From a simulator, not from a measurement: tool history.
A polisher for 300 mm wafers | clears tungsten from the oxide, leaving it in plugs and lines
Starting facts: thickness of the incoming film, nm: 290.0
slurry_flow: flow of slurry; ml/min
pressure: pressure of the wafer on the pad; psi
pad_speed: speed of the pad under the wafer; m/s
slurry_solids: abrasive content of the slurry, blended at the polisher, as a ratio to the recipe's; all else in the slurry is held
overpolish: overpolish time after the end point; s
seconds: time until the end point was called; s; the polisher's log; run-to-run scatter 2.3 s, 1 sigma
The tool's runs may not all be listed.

run    day  slurry_flow  pressure  pad_speed  slurry_solids  overpolish  seconds
  1      0          165         3       0.84              1          28   100.75
  2  0.129          165       2.9       0.84              1          28   99.413
  3  0.246          165       2.8       0.84              1          28   107.15
  4  0.554          190       2.8       0.84              1          28   103.07
  5  0.646          190       2.8       0.68              1          28   124.93
  6  0.829          190       3.4       0.68              1          28   102.27
  7  0.942          190       3.3       0.68              1          28   105.21

Run 8, settings as shown, results not yet in. Your forecast:
  8  1.1          190       3.2       0.68              1          28        ?

seconds: 107.97 s
